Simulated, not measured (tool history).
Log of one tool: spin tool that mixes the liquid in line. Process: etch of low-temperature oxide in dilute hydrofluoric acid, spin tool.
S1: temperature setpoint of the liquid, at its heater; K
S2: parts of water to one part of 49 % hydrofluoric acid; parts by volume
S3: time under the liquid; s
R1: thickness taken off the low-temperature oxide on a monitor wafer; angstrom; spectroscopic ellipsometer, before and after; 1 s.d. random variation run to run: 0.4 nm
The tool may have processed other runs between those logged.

run,hour,S1,S2,S3,R1
1,0.0,297.15,235,330,463.09
2,6.4,297.15,235,350,488.65
3,14.9,297.15,305,350,350.28
4,23.5,297.15,305,350,350.74
5,31.7,297.15,380,350,262.99
6,33.5,294.65,380,350,243.39
7,41.2,298.65,285,350,408.33

The next listed run, before its measurement:
8,42.4,300.65,265,350,?

{"run 8": {"R1": 473.86}}
